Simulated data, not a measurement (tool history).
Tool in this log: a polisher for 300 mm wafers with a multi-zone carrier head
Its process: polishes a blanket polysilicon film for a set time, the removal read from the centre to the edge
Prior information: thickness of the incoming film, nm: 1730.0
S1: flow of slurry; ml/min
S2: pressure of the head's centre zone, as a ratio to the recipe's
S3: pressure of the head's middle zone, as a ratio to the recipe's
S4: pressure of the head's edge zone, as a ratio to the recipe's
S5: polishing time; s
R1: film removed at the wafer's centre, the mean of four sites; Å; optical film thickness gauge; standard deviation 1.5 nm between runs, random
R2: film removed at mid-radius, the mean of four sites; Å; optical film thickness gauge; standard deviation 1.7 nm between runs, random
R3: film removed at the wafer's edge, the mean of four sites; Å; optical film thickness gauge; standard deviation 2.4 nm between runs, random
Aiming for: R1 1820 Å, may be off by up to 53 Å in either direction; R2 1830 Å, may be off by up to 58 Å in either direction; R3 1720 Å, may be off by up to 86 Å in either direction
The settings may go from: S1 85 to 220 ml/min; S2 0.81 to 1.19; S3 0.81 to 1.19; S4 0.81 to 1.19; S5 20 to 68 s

Run 1, day 0: S1 140 ml/min, S2 1, S3 1, S4 1, S5 44 s. Result: R1 2468.4 Å, R2 2410.5 Å, R3 2379.1 Å.
Run 2, day 0.233: S1 140 ml/min, S2 1, S3 1, S4 1, S5 48 s. Result: R1 2638.9 Å, R2 2604.2 Å, R3 2595.8 Å.
Run 3, day 0.5: S1 140 ml/min, S2 0.95, S3 1, S4 1, S5 48 s. Result: R1 2527.6 Å, R2 2636 Å, R3 2559.9 Å.
Run 4, day 0.642: S1 140 ml/min, S2 0.94, S3 0.98, S4 0.96, S5 45 s. Result: R1 2333.4 Å, R2 2444.2 Å, R3 2366.4 Å.
Run 5, day 0.821: S1 140 ml/min, S2 0.94, S3 0.97, S4 0.93, S5 42 s. Result: R1 2189.5 Å, R2 2228.3 Å, R3 2163.1 Å.
Run 6, day 0.888: S1 135 ml/min, S2 0.94, S3 0.97, S4 0.91, S5 41 s. Result: R1 2120.1 Å, R2 2168.3 Å, R3 2095 Å.
Run 7, day 1.258: S1 125 ml/min, S2 0.96, S3 0.96, S4 0.81, S5 33 s. Result: R1 1715.5 Å, R2 1658.5 Å, R3 1555.1 Å.
Run 8, day 1.512: S1 130 ml/min, S2 0.96, S3 0.96, S4 0.82, S5 33 s. Result: R1 1731 Å, R2 1720.7 Å, R3 1630.5 Å.
Run 9, day 1.712: S1 135 ml/min, S2 0.96, S3 0.96, S4 0.82, S5 33 s. Result: R1 1741.6 Å, R2 1740.7 Å, R3 1620.1 Å.
Run 10, day 1.767: S1 140 ml/min, S2 0.96, S3 0.96, S4 0.83, S5 33 s. Result: R1 1777.5 Å, R2 1735 Å, R3 1629.6 Å.
Run 11, day 2.1: S1 145 ml/min, S2 0.96, S3 0.96, S4 0.84, S5 33 s. Result: R1 1770 Å, R2 1754 Å, R3 1665.9 Å.
Run 12, day 2.196: S1 150 ml/min, S2 0.96, S3 0.96, S4 0.84, S5 33 s. Result: R1 1787.9 Å, R2 1785.5 Å, R3 1690.4 Å.

Pick the move, out of 4, that brings all results within their allowed miss; only one does.
Run A, day 2.292: S1 160 ml/min, S2 0.91, S3 0.94, S4 0.88, S5 33 s. Result: R1 ?, R2 ?, R3 ?.
Run B, day 2.292: S1 150 ml/min, S2 0.9, S3 0.97, S4 0.86, S5 33 s. Result: R1 ?, R2 ?, R3 ?.
Run C, day 2.292: S1 170 ml/min, S2 0.95, S3 0.97, S4 0.87, S5 33 s. Result: R1 ?, R2 ?, R3 ?.
Run D, day 2.292: S1 160 ml/min, S2 0.96, S3 0.88, S4 0.81, S5 34 s. Result: R1 ?, R2 ?, R3 ?.

move      R1      R2      R3
   A  1713.7  1768.5  1695.4
   B  1670.7  1792.6  1661.7
   C  1812.9  1835.9  1699.9
   D  1862.7  1724.6  1684.9
A: the biggest miss grows against the last run
B: puts the biggest miss on target and leaves a different result outside tolerance
C: all results land within tolerance of their targets
D: the biggest miss grows against the last run
C is the move that brings every result within its allowed miss.
